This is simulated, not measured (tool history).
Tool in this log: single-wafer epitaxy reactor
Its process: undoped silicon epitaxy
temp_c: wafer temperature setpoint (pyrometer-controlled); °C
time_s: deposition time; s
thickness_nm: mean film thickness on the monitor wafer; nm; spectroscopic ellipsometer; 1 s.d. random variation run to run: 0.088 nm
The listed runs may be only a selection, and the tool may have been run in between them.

run,day,temp_c,time_s,thickness_nm
1,0,630,241,26.372
2,0.275,631,241,27.135
3,0.346,641,241,34.827
4,0.421,631,241,27.175
5,0.642,625,241,23.301
6,0.762,626,241,23.946
7,1.054,627,241,24.463
8,1.362,628,241,25.133
9,1.546,639,242,33.395

Expected results for the next run?
10,1.608,637,242,?

thickness_nm: 31.689 nm
